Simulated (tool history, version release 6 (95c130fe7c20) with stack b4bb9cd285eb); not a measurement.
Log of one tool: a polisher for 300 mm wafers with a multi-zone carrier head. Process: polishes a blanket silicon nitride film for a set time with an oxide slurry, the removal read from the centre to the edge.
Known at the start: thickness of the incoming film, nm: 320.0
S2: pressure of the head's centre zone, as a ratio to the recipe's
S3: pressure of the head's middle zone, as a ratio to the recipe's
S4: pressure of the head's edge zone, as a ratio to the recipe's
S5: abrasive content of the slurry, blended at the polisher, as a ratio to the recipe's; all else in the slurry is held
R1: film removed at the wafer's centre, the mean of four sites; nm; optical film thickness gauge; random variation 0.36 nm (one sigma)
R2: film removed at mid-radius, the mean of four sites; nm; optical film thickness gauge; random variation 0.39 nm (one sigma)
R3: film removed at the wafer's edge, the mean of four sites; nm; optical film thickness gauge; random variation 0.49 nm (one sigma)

run 1 day=0 | flow_of_slurry_(ml/min)=265 S2=1 S3=1 S4=1 S5=1 polishing_time_(s)=48 | R1=34.905 R2=36.231 R3=38.317
run 2 day=0.075 | flow_of_slurry_(ml/min)=265 S2=1 S3=1 S4=1.08 S5=1 polishing_time_(s)=48 | R1=34.753 R2=34.285 R3=40.143
run 3 day=0.354 | flow_of_slurry_(ml/min)=260 S2=0.96 S3=1.02 S4=1.05 S5=0.95 polishing_time_(s)=48 | R1=31.772 R2=35.121 R3=37.912
run 4 day=0.512 | flow_of_slurry_(ml/min)=260 S2=0.96 S3=1.06 S4=1.05 S5=0.95 polishing_time_(s)=48 | R1=31.764 R2=36.683 R3=38.404
run 5 day=0.796 | flow_of_slurry_(ml/min)=260 S2=0.96 S3=1.12 S4=1.05 S5=0.95 polishing_time_(s)=48 | R1=32.988 R2=37.959 R3=38.609
run 6 day=1.004 | flow_of_slurry_(ml/min)=260 S2=0.96 S3=1.12 S4=1.05 S5=1.15 polishing_time_(s)=48 | R1=33.899 R2=39.767 R3=40.65
run 7 day=1.362 | flow_of_slurry_(ml/min)=255 S2=0.94 S3=1.1 S4=1.03 S5=1.05 polishing_time_(s)=48 | R1=32.562 R2=38.843 R3=39.252
run 8 day=1.658 | flow_of_slurry_(ml/min)=255 S2=0.92 S3=1.09 S4=1.02 S5=0.95 polishing_time_(s)=48 | R1=31.339 R2=37.239 R3=37.329
run 9 day=1.696 | flow_of_slurry_(ml/min)=250 S2=0.89 S3=1.08 S4=1.01 S5=0.9 polishing_time_(s)=48 | R1=29.246 R2=36.418 R3=36.186

Run 10 comes next. What will it give?
run 10 day=1.721 | flow_of_slurry_(ml/min)=245 S2=0.88 S3=1.07 S4=1 S5=0.85 polishing_time_(s)=48 | R1=? R2=? R3=?

R1: 28.257 nm
R2: 35.232 nm
R3: 36.208 nm

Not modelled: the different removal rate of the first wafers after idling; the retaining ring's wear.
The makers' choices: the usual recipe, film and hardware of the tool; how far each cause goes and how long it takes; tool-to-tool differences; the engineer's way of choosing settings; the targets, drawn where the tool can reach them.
